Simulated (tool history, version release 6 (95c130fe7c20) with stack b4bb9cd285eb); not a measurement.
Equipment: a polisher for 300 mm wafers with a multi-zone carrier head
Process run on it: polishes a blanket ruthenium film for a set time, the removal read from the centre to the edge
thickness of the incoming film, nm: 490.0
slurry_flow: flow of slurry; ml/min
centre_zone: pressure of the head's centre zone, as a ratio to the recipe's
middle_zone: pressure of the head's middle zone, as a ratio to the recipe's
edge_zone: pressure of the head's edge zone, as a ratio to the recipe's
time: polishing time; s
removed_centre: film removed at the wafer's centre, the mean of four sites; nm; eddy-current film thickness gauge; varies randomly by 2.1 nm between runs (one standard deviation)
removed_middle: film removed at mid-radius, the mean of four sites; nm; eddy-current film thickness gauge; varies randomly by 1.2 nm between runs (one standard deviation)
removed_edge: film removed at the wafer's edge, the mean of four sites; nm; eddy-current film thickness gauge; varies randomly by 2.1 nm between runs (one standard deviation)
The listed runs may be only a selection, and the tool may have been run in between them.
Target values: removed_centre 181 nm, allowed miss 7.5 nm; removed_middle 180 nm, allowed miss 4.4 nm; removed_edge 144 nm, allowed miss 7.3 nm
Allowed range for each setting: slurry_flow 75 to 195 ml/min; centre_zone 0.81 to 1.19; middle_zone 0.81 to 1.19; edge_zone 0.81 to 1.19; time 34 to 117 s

{"run": 1, "hour": 0.0, "slurry_flow": 125, "centre_zone": 1, "middle_zone": 1, "edge_zone": 1, "time": 75, "removed_centre": 108.4, "removed_middle": 108.63, "removed_edge": 107.99}
{"run": 2, "hour": 0.6, "slurry_flow": 135, "centre_zone": 1.02, "middle_zone": 1.03, "edge_zone": 1, "time": 78, "removed_centre": 117.58, "removed_middle": 117.95, "removed_edge": 114.73}
{"run": 3, "hour": 7.6, "slurry_flow": 125, "centre_zone": 1.02, "middle_zone": 1.03, "edge_zone": 1, "time": 78, "removed_centre": 116.23, "removed_middle": 116, "removed_edge": 113.54}
{"run": 4, "hour": 14.7, "slurry_flow": 125, "centre_zone": 1.02, "middle_zone": 0.98, "edge_zone": 1, "time": 78, "removed_centre": 115.02, "removed_middle": 110.25, "removed_edge": 110.19}
{"run": 5, "hour": 20.2, "slurry_flow": 125, "centre_zone": 1.02, "middle_zone": 0.98, "edge_zone": 0.93, "time": 78, "removed_centre": 112.75, "removed_middle": 110.97, "removed_edge": 108.7}
{"run": 6, "hour": 24.1, "slurry_flow": 125, "centre_zone": 1.02, "middle_zone": 0.98, "edge_zone": 0.98, "time": 78, "removed_centre": 116.32, "removed_middle": 111.52, "removed_edge": 109.45}
{"run": 7, "hour": 28.3, "slurry_flow": 135, "centre_zone": 1.05, "middle_zone": 1.01, "edge_zone": 0.95, "time": 80, "removed_centre": 124.59, "removed_middle": 119.07, "removed_edge": 112.73}
{"run": 8, "hour": 36.4, "slurry_flow": 145, "centre_zone": 1.06, "middle_zone": 1.04, "edge_zone": 0.95, "time": 82, "removed_centre": 130.26, "removed_middle": 127.3, "removed_edge": 117.69}
{"run": 9, "hour": 39.1, "slurry_flow": 150, "centre_zone": 1.08, "middle_zone": 1.06, "edge_zone": 0.95, "time": 84, "removed_centre": 139.17, "removed_middle": 132.49, "removed_edge": 120.11}
{"run": 10, "hour": 42.4, "slurry_flow": 155, "centre_zone": 1.09, "middle_zone": 1.08, "edge_zone": 0.95, "time": 86, "removed_centre": 144.29, "removed_middle": 139.41, "removed_edge": 121.39}
{"run": 11, "hour": 44.8, "slurry_flow": 160, "centre_zone": 1.09, "middle_zone": 1.09, "edge_zone": 0.96, "time": 88, "removed_centre": 150.37, "removed_middle": 143.61, "removed_edge": 126.09}
{"run": 12, "hour": 52.9, "slurry_flow": 165, "centre_zone": 1.09, "middle_zone": 1.1, "edge_zone": 0.96, "time": 90, "removed_centre": 152.86, "removed_middle": 152.29, "removed_edge": 132.58}
{"run": 13, "hour": 57.1, "slurry_flow": 170, "centre_zone": 1.1, "middle_zone": 1.11, "edge_zone": 0.96, "time": 91, "removed_centre": 157.18, "removed_middle": 152.71, "removed_edge": 136.3}
{"run": 14, "hour": 65.9, "slurry_flow": 170, "centre_zone": 1.11, "middle_zone": 1.12, "edge_zone": 0.95, "time": 92, "removed_centre": 158.67, "removed_middle": 154.57, "removed_edge": 134.93}

Which single option among these 5 for the next run brings every result within its allowed miss of target? Just one does.
{"run": "A", "hour": 74.7, "slurry_flow": 155, "centre_zone": 1.18, "middle_zone": 0.81, "edge_zone": 0.96, "time": 98, "removed_centre": "?", "removed_middle": "?", "removed_edge": "?"}
{"run": "B", "hour": 74.7, "slurry_flow": 195, "centre_zone": 1.15, "middle_zone": 1.19, "edge_zone": 0.93, "time": 98, "removed_centre": "?", "removed_middle": "?", "removed_edge": "?"}
{"run": "C", "hour": 74.7, "slurry_flow": 160, "centre_zone": 1.08, "middle_zone": 1.01, "edge_zone": 1.06, "time": 108, "removed_centre": "?", "removed_middle": "?", "removed_edge": "?"}
{"run": "D", "hour": 74.7, "slurry_flow": 190, "centre_zone": 1.05, "middle_zone": 1.16, "edge_zone": 0.99, "time": 95, "removed_centre": "?", "removed_middle": "?", "removed_edge": "?"}
{"run": "E", "hour": 74.7, "slurry_flow": 195, "centre_zone": 1.07, "middle_zone": 1.18, "edge_zone": 1.06, "time": 104, "removed_centre": "?", "removed_middle": "?", "removed_edge": "?"}

move=A removed_centre=177.09 removed_middle=125.07 removed_edge=139.02
move=B removed_centre=180.93 removed_middle=179.9 removed_edge=140.32
move=C removed_centre=180 removed_middle=166.63 removed_edge=161.04
move=D removed_centre=159.29 removed_middle=169.98 removed_edge=139.75
move=E removed_centre=178.55 removed_middle=189.57 removed_edge=158.62
A: further off than the last run
B: all results land within tolerance of their targets
C: closer than the last run, but not yet in spec
D: closer than the last run, but not yet in spec
E: pushes the last run's worst result past its target
Correct choice: B, which meets every target

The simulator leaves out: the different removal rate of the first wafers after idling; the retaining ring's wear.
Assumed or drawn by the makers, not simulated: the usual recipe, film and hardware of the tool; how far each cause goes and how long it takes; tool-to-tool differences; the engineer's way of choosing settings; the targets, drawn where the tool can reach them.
